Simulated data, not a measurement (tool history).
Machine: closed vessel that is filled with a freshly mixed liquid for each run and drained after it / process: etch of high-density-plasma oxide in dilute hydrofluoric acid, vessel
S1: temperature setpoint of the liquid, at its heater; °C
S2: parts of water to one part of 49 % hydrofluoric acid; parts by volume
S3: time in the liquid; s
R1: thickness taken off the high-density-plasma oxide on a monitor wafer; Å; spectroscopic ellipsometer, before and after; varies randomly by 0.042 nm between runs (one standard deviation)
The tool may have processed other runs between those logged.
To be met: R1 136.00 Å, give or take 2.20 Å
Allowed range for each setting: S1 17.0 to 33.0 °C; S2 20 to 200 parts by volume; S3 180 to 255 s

{"run": 1, "hour": 0.0, "S1": 25.0, "S2": 110, "S3": 255, "R1": 196.59}
{"run": 2, "hour": 5.7, "S1": 23.5, "S2": 110, "S3": 255, "R1": 185.73}
{"run": 3, "hour": 10.9, "S1": 23.5, "S2": 75, "S3": 255, "R1": 285.18}
{"run": 4, "hour": 16.3, "S1": 22.5, "S2": 80, "S3": 255, "R1": 255.17}
{"run": 5, "hour": 21.4, "S1": 22.5, "S2": 80, "S3": 255, "R1": 255.05}
{"run": 6, "hour": 23.0, "S1": 20.5, "S2": 80, "S3": 255, "R1": 234.48}
{"run": 7, "hour": 29.8, "S1": 20.0, "S2": 85, "S3": 255, "R1": 216.14}
{"run": 8, "hour": 34.0, "S1": 17.0, "S2": 125, "S3": 255, "R1": 123.43}

Below are 5 possible settings for the next run. Only one of them brings all results inside the allowed miss of their targets. Which is it?
{"run": "A", "hour": 38.2, "S1": 17.5, "S2": 135, "S3": 255, "R1": "?"}
{"run": "B", "hour": 38.2, "S1": 17.0, "S2": 100, "S3": 180, "R1": "?"}
{"run": "C", "hour": 38.2, "S1": 18.0, "S2": 110, "S3": 180, "R1": "?"}
{"run": "D", "hour": 38.2, "S1": 18.5, "S2": 120, "S3": 250, "R1": "?"}
{"run": "E", "hour": 38.2, "S1": 22.0, "S2": 155, "S3": 255, "R1": "?"}

move=A R1=115.09
move=B R1=111.31
move=C R1=104.42
move=D R1=134.31
move=E R1=117.54
A: moves away from the targets compared with the last run
B: moves away from the targets compared with the last run
C: moves away from the targets compared with the last run
D: each result inside its tolerance
E: moves away from the targets compared with the last run
So the answer is move D, the one that meets all the targets.
